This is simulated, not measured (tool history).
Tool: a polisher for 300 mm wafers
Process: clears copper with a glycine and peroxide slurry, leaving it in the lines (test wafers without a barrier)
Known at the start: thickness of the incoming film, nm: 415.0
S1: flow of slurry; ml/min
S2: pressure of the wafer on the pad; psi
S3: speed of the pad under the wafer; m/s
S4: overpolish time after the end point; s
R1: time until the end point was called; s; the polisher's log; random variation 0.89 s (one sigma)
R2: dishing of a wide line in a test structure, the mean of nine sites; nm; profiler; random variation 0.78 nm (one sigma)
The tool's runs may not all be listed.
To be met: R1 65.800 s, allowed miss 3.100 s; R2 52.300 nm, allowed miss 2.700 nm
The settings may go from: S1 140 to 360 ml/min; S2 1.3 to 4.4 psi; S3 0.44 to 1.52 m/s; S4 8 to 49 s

Run 1, day 0.000: S1 230 ml/min, S2 2.8 psi, S3 0.98 m/s, S4 25 s. Result: R1 81.343 s, R2 87.474 nm.
Run 2, day 0.038: S1 230 ml/min, S2 2.8 psi, S3 1.20 m/s, S4 25 s. Result: R1 71.043 s, R2 92.720 nm.
Run 3, day 0.396: S1 230 ml/min, S2 2.6 psi, S3 1.20 m/s, S4 25 s. Result: R1 73.975 s, R2 90.612 nm.
Run 4, day 0.583: S1 225 ml/min, S2 2.5 psi, S3 1.28 m/s, S4 20 s. Result: R1 74.039 s, R2 78.245 nm.
Run 5, day 0.717: S1 225 ml/min, S2 2.5 psi, S3 1.28 m/s, S4 30 s. Result: R1 74.897 s, R2 106.190 nm.
Run 6, day 1.062: S1 260 ml/min, S2 2.4 psi, S3 1.32 m/s, S4 24 s. Result: R1 73.253 s, R2 88.601 nm.
Run 7, day 1.408: S1 260 ml/min, S2 2.3 psi, S3 1.38 m/s, S4 20 s. Result: R1 74.247 s, R2 77.253 nm.
Run 8, day 1.771: S1 275 ml/min, S2 2.3 psi, S3 1.42 m/s, S4 17 s. Result: R1 72.415 s, R2 68.173 nm.
Run 9, day 1.925: S1 285 ml/min, S2 2.4 psi, S3 1.42 m/s, S4 14 s. Result: R1 69.526 s, R2 59.791 nm.
Run 10, day 2.238: S1 305 ml/min, S2 2.6 psi, S3 1.42 m/s, S4 9 s. Result: R1 64.476 s, R2 44.342 nm.

5 next moves are on the table. One of them brings every result within its allowed miss. Which?
Run A, day 2.550: S1 255 ml/min, S2 2.7 psi, S3 1.38 m/s, S4 11 s. Result: R1 ?, R2 ?.
Run B, day 2.550: S1 275 ml/min, S2 2.2 psi, S3 1.36 m/s, S4 15 s. Result: R1 ?, R2 ?.
Run C, day 2.550: S1 305 ml/min, S2 2.6 psi, S3 1.40 m/s, S4 8 s. Result: R1 ?, R2 ?.
Run D, day 2.550: S1 235 ml/min, S2 2.4 psi, S3 1.26 m/s, S4 13 s. Result: R1 ?, R2 ?.
Run E, day 2.550: S1 235 ml/min, S2 2.2 psi, S3 1.38 m/s, S4 15 s. Result: R1 ?, R2 ?.

move      R1      R2
   A  66.901  51.722
   B  76.155  59.840
   C  66.922  38.992
   D  77.023  52.761
   E  76.372  59.681
A: meets every target
B: takes the result that was furthest off past its target
C: further off than the last run
D: brings the result that was furthest off to its target, and leaves another outside
E: takes the result that was furthest off past its target
The right move is A.

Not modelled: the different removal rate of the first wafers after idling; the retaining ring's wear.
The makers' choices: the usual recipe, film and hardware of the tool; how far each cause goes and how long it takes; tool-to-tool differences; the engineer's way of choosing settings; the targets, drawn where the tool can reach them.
